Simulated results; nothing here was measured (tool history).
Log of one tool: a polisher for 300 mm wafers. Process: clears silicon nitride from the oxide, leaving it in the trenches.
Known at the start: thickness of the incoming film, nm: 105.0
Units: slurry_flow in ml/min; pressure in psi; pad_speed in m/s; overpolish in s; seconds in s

run,hour,slurry_flow,pressure,pad_speed,overpolish,seconds
1,0.0,140,3.2,1.00,43,115.13
2,7.6,135,3.1,1.00,43,118.96
3,15.3,135,3.0,1.00,43,123.94
4,23.4,135,3.0,1.12,43,113.96
5,27.6,110,3.0,1.12,43,118.60
6,35.3,110,3.0,0.92,43,137.40

Run 7 comes next. What will it give?
7,42.9,110,2.9,0.92,43,?

Run 7 gave seconds 143.89 s.
